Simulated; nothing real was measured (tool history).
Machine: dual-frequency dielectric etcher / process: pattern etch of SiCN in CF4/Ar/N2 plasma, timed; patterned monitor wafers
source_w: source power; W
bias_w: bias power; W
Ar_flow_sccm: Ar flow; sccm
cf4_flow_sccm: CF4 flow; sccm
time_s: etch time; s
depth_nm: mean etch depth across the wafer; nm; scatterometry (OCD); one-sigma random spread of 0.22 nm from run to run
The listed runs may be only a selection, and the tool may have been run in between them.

run,hour,source_w,bias_w,Ar_flow_sccm,cf4_flow_sccm,time_s,depth_nm
1,0,530,70,126,53,111.5,98.967
2,7.6,590,70,126,53,111.5,105.89
3,15.8,590,78,126,53,111.5,110.7
4,24.8,590,78,126,53,111.5,109.49
5,29.8,510,74,130,52,111,97.109
6,32.8,460,71,132,51,110.5,88.823
7,35.8,420,70,133,51,110.5,83.723

Expected results for the next run?
8,44.2,330,68,134,51,110.5,?

depth_nm: 72.088 nm
